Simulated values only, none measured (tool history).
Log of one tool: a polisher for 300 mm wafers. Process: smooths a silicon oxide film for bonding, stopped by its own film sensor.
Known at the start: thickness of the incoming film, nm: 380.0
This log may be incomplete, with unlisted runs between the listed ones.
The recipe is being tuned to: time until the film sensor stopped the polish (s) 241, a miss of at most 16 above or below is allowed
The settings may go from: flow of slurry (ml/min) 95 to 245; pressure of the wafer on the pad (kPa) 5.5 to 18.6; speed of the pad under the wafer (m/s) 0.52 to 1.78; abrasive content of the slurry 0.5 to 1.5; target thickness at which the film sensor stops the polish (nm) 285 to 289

run,hour,flow of slurry (ml/min),pressure of the wafer on the pad (kPa),speed of the pad under the wafer (m/s),abrasive content of the slurry,target thickness at which the film sensor stops the polish (nm),time until the film sensor stopped the polish (s)
1,0,155,11.7,1.14,1,289,149.6
2,1.8,125,11.7,1.14,1,289,154.04
3,3.5,125,11.7,1.34,1,289,143.57
4,11.8,95,11.7,1.34,1,289,151.37
5,14.1,95,11.7,1.34,1,289,153.8
6,19.5,130,11.7,1.34,1,289,138.51
7,24.6,125,10.3,1.3,1,289,159.93
8,25.8,125,9,1.26,1,289,195.01
9,28.3,125,8.3,1.26,1,289,205.68

4 next moves are on the table. One of them brings every result within its allowed miss. Which?
A,30.8,125,10.3,0.78,0.8,285,?
B,30.8,110,5.5,1.76,1.05,287,?
C,30.8,135,6.9,1.08,1.1,285,?
D,30.8,120,9,1.36,1.1,287,?

move,time until the film sensor stopped the polish (s)
A,273.62
B,244.56
C,266.68
D,177.45
A: carries the result that was furthest off beyond its target, to the other side
B: meets every target
C: carries the result that was furthest off beyond its target, to the other side
D: lands further from the targets than the last run did
So the answer is move B, the one that meets all the targets.
